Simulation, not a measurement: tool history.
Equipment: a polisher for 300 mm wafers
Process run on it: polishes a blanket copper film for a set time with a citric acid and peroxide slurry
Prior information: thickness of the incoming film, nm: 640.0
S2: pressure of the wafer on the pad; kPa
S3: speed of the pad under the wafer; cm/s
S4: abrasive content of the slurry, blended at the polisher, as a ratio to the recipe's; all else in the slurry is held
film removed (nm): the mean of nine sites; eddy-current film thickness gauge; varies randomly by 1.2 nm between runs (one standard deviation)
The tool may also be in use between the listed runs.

Run 1, hour 0: flow of slurry (ml/min) 315, S2 24.8 kPa, S3 114 cm/s, S4 1, polishing time (s) 23. Result: film removed (nm) 67.382.
Run 2, hour 6.9: flow of slurry (ml/min) 315, S2 24.8 kPa, S3 114 cm/s, S4 0.9, polishing time (s) 23. Result: film removed (nm) 66.411.
Run 3, hour 11: flow of slurry (ml/min) 380, S2 24.8 kPa, S3 114 cm/s, S4 0.9, polishing time (s) 23. Result: film removed (nm) 67.3.
Run 4, hour 14.9: flow of slurry (ml/min) 380, S2 28.3 kPa, S3 114 cm/s, S4 0.9, polishing time (s) 23. Result: film removed (nm) 74.711.
Run 5, hour 19.4: flow of slurry (ml/min) 425, S2 28.3 kPa, S3 114 cm/s, S4 0.9, polishing time (s) 23. Result: film removed (nm) 75.272.
Run 6, hour 24.4: flow of slurry (ml/min) 425, S2 31 kPa, S3 118 cm/s, S4 0.9, polishing time (s) 23. Result: film removed (nm) 84.513.

Forecast run 7:
Run 7, hour 31.9: flow of slurry (ml/min) 425, S2 33.1 kPa, S3 122 cm/s, S4 0.9, polishing time (s) 23. Result: film removed (nm) ?.

film removed (nm): 94.401
